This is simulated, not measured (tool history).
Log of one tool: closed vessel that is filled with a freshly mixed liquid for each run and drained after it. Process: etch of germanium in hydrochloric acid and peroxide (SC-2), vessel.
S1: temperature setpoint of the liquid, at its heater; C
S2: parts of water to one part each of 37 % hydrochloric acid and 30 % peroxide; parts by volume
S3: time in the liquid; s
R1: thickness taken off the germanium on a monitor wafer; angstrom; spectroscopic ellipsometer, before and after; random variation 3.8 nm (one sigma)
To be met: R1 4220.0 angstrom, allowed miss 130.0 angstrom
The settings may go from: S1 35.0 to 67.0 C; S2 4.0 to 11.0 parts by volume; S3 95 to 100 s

run 1 hour=0.0 | S1=51.0 S2=6.0 S3=95 | R1=3455.8
run 2 hour=4.9 | S1=51.0 S2=6.0 S3=100 | R1=3631.9
run 3 hour=7.1 | S1=52.0 S2=6.0 S3=100 | R1=3696.8
run 4 hour=14.6 | S1=52.0 S2=6.0 S3=95 | R1=3567.7
run 5 hour=16.7 | S1=52.0 S2=6.0 S3=100 | R1=3768.0
run 6 hour=17.7 | S1=52.0 S2=6.0 S3=95 | R1=3604.2
run 7 hour=26.5 | S1=53.0 S2=6.0 S3=95 | R1=3706.4
-- hour=33.9 chemicals flow meter replaced
run 8 hour=33.9 | S1=54.0 S2=6.0 S3=95 | R1=3811.8
run 9 hour=41.0 | S1=54.5 S2=6.0 S3=95 | R1=3820.9
run 10 hour=48.3 | S1=55.5 S2=6.0 S3=95 | R1=4005.3
run 11 hour=50.0 | S1=56.0 S2=6.0 S3=95 | R1=4018.1

Which of these 4 next moves meets every target?
run A hour=51.7 | S1=55.0 S2=7.0 S3=95 | R1=?
run B hour=51.7 | S1=55.5 S2=8.5 S3=95 | R1=?
run C hour=51.7 | S1=57.5 S2=6.0 S3=95 | R1=?
run D hour=51.7 | S1=60.5 S2=6.5 S3=95 | R1=?

move=A R1=3878.7
move=B R1=3885.2
move=C R1=4222.0
move=D R1=4602.5
A: further off than the last run
B: further off than the last run
C: meets every target
D: takes the result that was furthest off past its target
The right move is C.
